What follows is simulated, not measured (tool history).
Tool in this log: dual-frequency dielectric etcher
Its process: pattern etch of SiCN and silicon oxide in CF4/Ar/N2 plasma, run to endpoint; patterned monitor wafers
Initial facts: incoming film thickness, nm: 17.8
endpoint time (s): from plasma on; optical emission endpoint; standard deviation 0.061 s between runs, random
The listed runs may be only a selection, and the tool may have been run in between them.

| run | hour | source power (kW) | bias power (kW) | Ar flow (sccm) | CF4 flow (sccm) | endpoint time (s) |
|---|---|---|---|---|---|---|
| 1 | 0 | 0.55 | 0.097 | 72 | 69 | 14.573 |
| 2 | 6.6 | 0.55 | 0.104 | 72 | 69 | 14.34 |
| 3 | 14.7 | 0.55 | 0.115 | 72 | 69 | 13.895 |
| 4 | 17.7 | 0.56 | 0.115 | 72 | 69 | 13.727 |
| 5 | 23.4 | 0.57 | 0.115 | 72 | 69 | 13.456 |
| 6 | 31.5 | 0.58 | 0.115 | 72 | 69 | 13.324 |

What does the tool deliver on the next run?
| 7 | 40.1 | 0.59 | 0.115 | 72 | 69 | ? |

endpoint time (s): 13.039

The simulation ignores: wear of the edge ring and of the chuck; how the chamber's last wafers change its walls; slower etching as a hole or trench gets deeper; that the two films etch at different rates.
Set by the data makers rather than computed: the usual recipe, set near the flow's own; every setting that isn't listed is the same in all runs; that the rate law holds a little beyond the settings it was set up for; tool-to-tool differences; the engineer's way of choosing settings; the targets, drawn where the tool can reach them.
